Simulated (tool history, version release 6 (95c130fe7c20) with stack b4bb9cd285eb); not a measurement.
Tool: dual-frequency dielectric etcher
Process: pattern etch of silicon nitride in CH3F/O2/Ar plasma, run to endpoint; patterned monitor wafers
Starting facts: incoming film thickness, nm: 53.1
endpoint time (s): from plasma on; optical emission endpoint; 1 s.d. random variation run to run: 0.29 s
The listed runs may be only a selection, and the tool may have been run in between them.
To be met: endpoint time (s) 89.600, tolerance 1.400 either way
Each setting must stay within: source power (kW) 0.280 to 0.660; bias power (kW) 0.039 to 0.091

run 1 hour=0.0 | source_power_(kW)=0.470 bias_power_(kW)=0.065 | endpoint_time_(s)=81.911
run 2 hour=3.4 | source_power_(kW)=0.540 bias_power_(kW)=0.065 | endpoint_time_(s)=77.873
run 3 hour=10.3 | source_power_(kW)=0.490 bias_power_(kW)=0.065 | endpoint_time_(s)=80.639
run 4 hour=12.7 | source_power_(kW)=0.490 bias_power_(kW)=0.071 | endpoint_time_(s)=78.848
run 5 hour=14.7 | source_power_(kW)=0.490 bias_power_(kW)=0.065 | endpoint_time_(s)=80.932
run 6 hour=17.8 | source_power_(kW)=0.470 bias_power_(kW)=0.064 | endpoint_time_(s)=82.948
run 7 hour=25.5 | source_power_(kW)=0.450 bias_power_(kW)=0.064 | endpoint_time_(s)=83.317
run 8 hour=31.7 | source_power_(kW)=0.430 bias_power_(kW)=0.064 | endpoint_time_(s)=85.167
run 9 hour=36.4 | source_power_(kW)=0.420 bias_power_(kW)=0.064 | endpoint_time_(s)=85.795
run 10 hour=44.8 | source_power_(kW)=0.410 bias_power_(kW)=0.064 | endpoint_time_(s)=86.513
-- hour=46.4 source power generator calibrated
run 11 hour=46.4 | source_power_(kW)=0.400 bias_power_(kW)=0.064 | endpoint_time_(s)=87.583

5 next moves are on the table. One of them brings every result within its allowed miss. Which?
run A hour=48.0 | source_power_(kW)=0.430 bias_power_(kW)=0.063 | endpoint_time_(s)=?
run B hour=48.0 | source_power_(kW)=0.400 bias_power_(kW)=0.070 | endpoint_time_(s)=?
run C hour=48.0 | source_power_(kW)=0.410 bias_power_(kW)=0.065 | endpoint_time_(s)=?
run D hour=48.0 | source_power_(kW)=0.330 bias_power_(kW)=0.073 | endpoint_time_(s)=?
run E hour=48.0 | source_power_(kW)=0.380 bias_power_(kW)=0.073 | endpoint_time_(s)=?

move=A endpoint_time_(s)=86.534
move=B endpoint_time_(s)=85.802
move=C endpoint_time_(s)=87.081
move=D endpoint_time_(s)=90.067
move=E endpoint_time_(s)=86.099
A: lands further from the targets than the last run did
B: lands further from the targets than the last run did
C: lands further from the targets than the last run did
D: every result within its allowed miss
E: lands further from the targets than the last run did
D is the move that brings every result within its allowed miss.

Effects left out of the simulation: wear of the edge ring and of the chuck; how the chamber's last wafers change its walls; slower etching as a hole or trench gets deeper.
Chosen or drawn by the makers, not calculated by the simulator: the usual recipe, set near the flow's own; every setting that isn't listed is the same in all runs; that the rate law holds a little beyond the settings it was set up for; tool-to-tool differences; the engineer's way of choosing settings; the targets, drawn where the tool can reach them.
